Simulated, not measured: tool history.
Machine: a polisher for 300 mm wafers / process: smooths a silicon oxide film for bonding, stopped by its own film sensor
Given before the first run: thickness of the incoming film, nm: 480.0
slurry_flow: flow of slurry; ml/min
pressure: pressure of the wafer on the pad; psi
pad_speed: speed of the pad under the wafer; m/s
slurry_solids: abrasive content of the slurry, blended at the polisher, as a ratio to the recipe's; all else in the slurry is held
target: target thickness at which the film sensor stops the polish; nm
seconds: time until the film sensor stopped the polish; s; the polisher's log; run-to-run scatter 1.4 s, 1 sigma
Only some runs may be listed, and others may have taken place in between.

run	day	slurry_flow	pressure	pad_speed	slurry_solids	target	seconds
1	0.000	235	2.7	0.96	1.0	327	143.42
2	0.183	235	3.1	0.96	1.0	327	125.40
3	0.329	235	3.1	0.96	0.9	327	128.01
4	0.650	200	3.1	0.96	0.9	327	132.67
5	0.971	200	3.3	0.96	0.9	327	126.46
6	1.254	200	3.3	0.96	0.9	320	131.45

Forecast run 7:
7	1.446	205	3.5	0.96	0.9	320	?

Run 7 gave seconds 122.47 s.
